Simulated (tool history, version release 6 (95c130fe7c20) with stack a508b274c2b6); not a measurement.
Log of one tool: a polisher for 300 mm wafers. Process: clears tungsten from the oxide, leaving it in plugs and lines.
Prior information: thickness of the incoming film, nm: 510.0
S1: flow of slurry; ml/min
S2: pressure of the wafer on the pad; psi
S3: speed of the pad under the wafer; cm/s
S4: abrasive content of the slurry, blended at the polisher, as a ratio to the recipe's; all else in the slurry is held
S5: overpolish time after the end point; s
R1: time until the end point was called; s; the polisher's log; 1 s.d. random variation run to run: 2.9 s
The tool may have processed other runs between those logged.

run 1 hour=0 | S1=240 S2=2.4 S3=108 S4=1 S5=42 | R1=159.25
run 2 hour=3.6 | S1=240 S2=2.1 S3=108 S4=1 S5=42 | R1=180.07
run 3 hour=11.3 | S1=240 S2=1.8 S3=108 S4=1 S5=42 | R1=213.06
run 4 hour=12.4 | S1=185 S2=1.8 S3=108 S4=1 S5=42 | R1=217.92
run 5 hour=20 | S1=155 S2=1.8 S3=108 S4=1 S5=42 | R1=223.25
run 6 hour=20.5 | S1=155 S2=1.8 S3=108 S4=1 S5=42 | R1=225.31
run 7 hour=25.1 | S1=155 S2=1.7 S3=108 S4=1 S5=42 | R1=237.55

Run 8 has not been measured yet. What should we expect?
run 8 hour=33.1 | S1=155 S2=1.6 S3=108 S4=1 S5=42 | R1=?

{"run 8": {"R1": 250.99}}
